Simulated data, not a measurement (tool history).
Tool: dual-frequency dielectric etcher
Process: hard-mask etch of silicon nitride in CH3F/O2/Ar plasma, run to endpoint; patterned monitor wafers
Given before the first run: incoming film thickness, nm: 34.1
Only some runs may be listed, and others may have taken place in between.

| run | hour | source power (kW) | bias power (kW) | endpoint time (s) |
|---|---|---|---|---|
| 1 | 0.0 | 0.320 | 0.075 | 52.603 |
| 2 | 2.4 | 0.320 | 0.063 | 55.161 |
| 3 | 6.5 | 0.320 | 0.052 | 58.657 |
| 4 | 14.4 | 0.350 | 0.052 | 56.610 |
| 5 | 21.4 | 0.350 | 0.061 | 54.101 |
| 6 | 28.3 | 0.330 | 0.061 | 54.924 |
| 7 | 30.2 | 0.350 | 0.062 | 53.471 |
| 8 | 35.7 | 0.360 | 0.063 | 52.200 |
| 9 | 41.7 | 0.370 | 0.063 | 51.686 |
| 10 | 44.9 | 0.380 | 0.063 | 50.909 |
| 11 | 50.4 | 0.390 | 0.063 | 49.968 |

What will run 12 give?
| 12 | 57.8 | 0.400 | 0.064 | ? |

{"run 12": {"endpoint time (s)": 49.429}}

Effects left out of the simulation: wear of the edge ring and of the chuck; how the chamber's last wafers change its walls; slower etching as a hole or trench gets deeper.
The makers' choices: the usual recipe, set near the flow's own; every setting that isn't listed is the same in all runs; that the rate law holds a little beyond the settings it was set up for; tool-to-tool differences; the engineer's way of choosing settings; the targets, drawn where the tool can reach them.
